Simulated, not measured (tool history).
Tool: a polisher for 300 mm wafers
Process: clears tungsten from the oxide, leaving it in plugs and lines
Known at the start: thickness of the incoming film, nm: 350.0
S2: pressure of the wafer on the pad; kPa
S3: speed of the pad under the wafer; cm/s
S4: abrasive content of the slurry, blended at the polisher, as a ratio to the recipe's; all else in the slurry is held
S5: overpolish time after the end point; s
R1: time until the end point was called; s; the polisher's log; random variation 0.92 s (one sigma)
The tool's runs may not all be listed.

run 1 hour=0.0 | flow_of_slurry_(ml/min)=235 S2=29.6 S3=112 S4=1.00 S5=18 | R1=47.445
run 2 hour=1.1 | flow_of_slurry_(ml/min)=235 S2=34.5 S3=112 S4=1.00 S5=18 | R1=41.503
run 3 hour=4.6 | flow_of_slurry_(ml/min)=235 S2=32.4 S3=112 S4=1.00 S5=18 | R1=44.737
run 4 hour=9.7 | flow_of_slurry_(ml/min)=235 S2=32.4 S3=112 S4=0.80 S5=18 | R1=47.168
run 5 hour=14.2 | flow_of_slurry_(ml/min)=235 S2=32.4 S3=112 S4=0.65 S5=18 | R1=47.965
run 6 hour=21.6 | flow_of_slurry_(ml/min)=235 S2=32.4 S3=112 S4=0.65 S5=20 | R1=47.759
run 7 hour=29.8 | flow_of_slurry_(ml/min)=235 S2=31.0 S3=112 S4=0.65 S5=20 | R1=50.951
run 8 hour=33.1 | flow_of_slurry_(ml/min)=235 S2=29.6 S3=112 S4=0.65 S5=20 | R1=52.537
run 9 hour=39.1 | flow_of_slurry_(ml/min)=235 S2=28.3 S3=112 S4=0.65 S5=20 | R1=54.542
run 10 hour=45.5 | flow_of_slurry_(ml/min)=235 S2=26.9 S3=112 S4=0.65 S5=20 | R1=58.640
run 11 hour=47.5 | flow_of_slurry_(ml/min)=235 S2=26.2 S3=112 S4=0.65 S5=20 | R1=60.209
run 12 hour=49.0 | flow_of_slurry_(ml/min)=235 S2=25.5 S3=112 S4=0.65 S5=20 | R1=61.327

The next listed run, before its measurement:
run 13 hour=57.3 | flow_of_slurry_(ml/min)=235 S2=24.8 S3=112 S4=0.65 S5=20 | R1=?

R1: 62.776 s
